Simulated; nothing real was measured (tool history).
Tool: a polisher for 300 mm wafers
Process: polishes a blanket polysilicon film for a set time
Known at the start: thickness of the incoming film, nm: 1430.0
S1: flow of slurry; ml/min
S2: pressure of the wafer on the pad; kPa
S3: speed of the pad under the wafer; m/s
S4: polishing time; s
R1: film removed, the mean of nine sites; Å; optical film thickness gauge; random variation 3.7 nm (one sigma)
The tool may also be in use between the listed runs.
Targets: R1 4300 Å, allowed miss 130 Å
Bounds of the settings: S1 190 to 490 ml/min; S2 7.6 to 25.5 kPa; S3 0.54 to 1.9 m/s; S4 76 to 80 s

run,hour,S1,S2,S3,S4,R1
1,0,315,16.5,1.22,76,6529.6
2,7.9,315,15.9,1.22,76,6341.8
3,12.8,280,15.9,1.22,76,6292
4,16.7,280,15.9,1.22,76,6192.1
5,21.7,280,15.2,1.22,76,6011.7
6,23.8,280,14.5,1.22,76,5941.7
7,30.5,280,13.8,1.22,76,5725.3
8,33,280,13.1,1.22,76,5468.5
9,37.7,280,12.4,1.22,76,5385

Which of these 4 next moves meets every target?
A,42.4,240,9,1.2,76,?
B,42.4,290,9.7,1.46,80,?
C,42.4,305,11.7,1.38,80,?
D,42.4,320,14.5,0.96,76,?

move,R1
A,4345
B,5880
C,6231.5
D,4755.8
A: meets every target
B: further off than the last run
C: further off than the last run
D: nearer than the last run, and not there yet
The right move is A.
